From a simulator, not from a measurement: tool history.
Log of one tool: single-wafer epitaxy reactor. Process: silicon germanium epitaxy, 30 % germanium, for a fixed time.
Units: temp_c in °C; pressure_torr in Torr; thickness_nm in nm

{"run": 1, "day": 0.0, "temp_c": 585, "pressure_torr": 18.6, "thickness_nm": 41.886}
{"run": 2, "day": 0.088, "temp_c": 588, "pressure_torr": 18.7, "thickness_nm": 44.401}
{"run": 3, "day": 0.217, "temp_c": 592, "pressure_torr": 18.7, "thickness_nm": 47.007}
{"run": 4, "day": 0.458, "temp_c": 594, "pressure_torr": 18.8, "thickness_nm": 48.779}
{"run": 5, "day": 0.758, "temp_c": 594, "pressure_torr": 15.5, "thickness_nm": 45.234}
{"run": 6, "day": 1.129, "temp_c": 597, "pressure_torr": 15.6, "thickness_nm": 47.661}
{"run": 7, "day": 1.233, "temp_c": 599, "pressure_torr": 15.7, "thickness_nm": 49.27}
{"day": 1.458, "done": "capacitance manometer re-zeroed and calibrated"}
{"run": 8, "day": 1.458, "temp_c": 601, "pressure_torr": 15.8, "thickness_nm": 51.921}

Forecast run 9:
{"run": 9, "day": 1.829, "temp_c": 602, "pressure_torr": 15.8, "thickness_nm": "?"}

Run 9 gave thickness_nm 52.633 nm.

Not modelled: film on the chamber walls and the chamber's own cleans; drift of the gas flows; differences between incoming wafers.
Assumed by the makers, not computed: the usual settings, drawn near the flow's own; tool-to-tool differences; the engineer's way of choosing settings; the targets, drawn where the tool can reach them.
